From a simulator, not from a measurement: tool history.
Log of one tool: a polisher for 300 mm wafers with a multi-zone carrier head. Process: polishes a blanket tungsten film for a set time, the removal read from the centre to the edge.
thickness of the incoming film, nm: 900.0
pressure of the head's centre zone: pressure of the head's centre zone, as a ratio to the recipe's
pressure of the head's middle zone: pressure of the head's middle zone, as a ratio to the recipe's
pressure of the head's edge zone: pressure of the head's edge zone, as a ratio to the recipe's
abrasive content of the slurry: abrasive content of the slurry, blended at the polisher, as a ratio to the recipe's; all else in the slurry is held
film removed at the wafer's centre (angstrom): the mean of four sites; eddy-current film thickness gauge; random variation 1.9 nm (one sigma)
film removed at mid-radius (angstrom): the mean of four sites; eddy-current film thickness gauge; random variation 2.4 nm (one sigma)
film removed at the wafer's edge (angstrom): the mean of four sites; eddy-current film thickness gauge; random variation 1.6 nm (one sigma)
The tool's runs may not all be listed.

run	hour	flow of slurry (ml/min)	pressure of the head's centre zone	pressure of the head's middle zone	pressure of the head's edge zone	abrasive content of the slurry	polishing time (s)	film removed at the wafer's centre (angstrom)	film removed at mid-radius (angstrom)	film removed at the wafer's edge (angstrom)
1	0.0	175	1.00	1.00	1.00	1.00	37	2801.2	2829.9	2749.6
2	0.6	170	0.98	0.99	0.99	1.00	37	2724.4	2795.6	2734.7
3	4.2	170	0.98	0.99	0.94	1.00	37	2693.0	2761.9	2679.0
4	12.6	170	0.98	0.94	0.94	1.00	37	2753.3	2712.9	2701.1
5	21.4	165	0.96	0.94	0.93	0.95	37	2651.9	2642.0	2646.2
6	27.1	165	0.96	0.94	1.01	0.95	37	2631.3	2630.9	2703.3

The next listed run, before its measurement:
7	28.2	160	0.95	0.94	1.00	0.95	37	?	?	?

{"run 7": {"film removed at the wafer's centre (angstrom)": 2619.0, "film removed at mid-radius (angstrom)": 2646.1, "film removed at the wafer's edge (angstrom)": 2696.0}}
